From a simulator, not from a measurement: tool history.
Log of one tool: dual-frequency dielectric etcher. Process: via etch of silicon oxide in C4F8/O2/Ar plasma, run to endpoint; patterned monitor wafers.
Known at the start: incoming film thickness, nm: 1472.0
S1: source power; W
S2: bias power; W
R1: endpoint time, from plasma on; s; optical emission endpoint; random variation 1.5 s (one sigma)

| run | hour | S1 | S2 | R1 |
|---|---|---|---|---|
| 1 | 0 | 1670 | 2593 | 300.35 |
| 2 | 7.7 | 1600 | 2575 | 308.28 |
| 3 | 13.4 | 1790 | 2575 | 293.06 |
| 4 | 22 | 1510 | 2575 | 318.99 |
| 5 | 29.5 | 1490 | 2572 | 322.33 |
| 6 | 36.3 | 1210 | 2572 | 359.73 |
| 7 | 38.6 | 1260 | 2579 | 351.65 |
| 8 | 46.9 | 1290 | 2584 | 343.47 |
| 9 | 55.7 | 1310 | 2588 | 342.73 |

Forecast run 10:
| 10 | 62.4 | 1330 | 2591 | ? |

Run 10 gave R1 340.24 s.
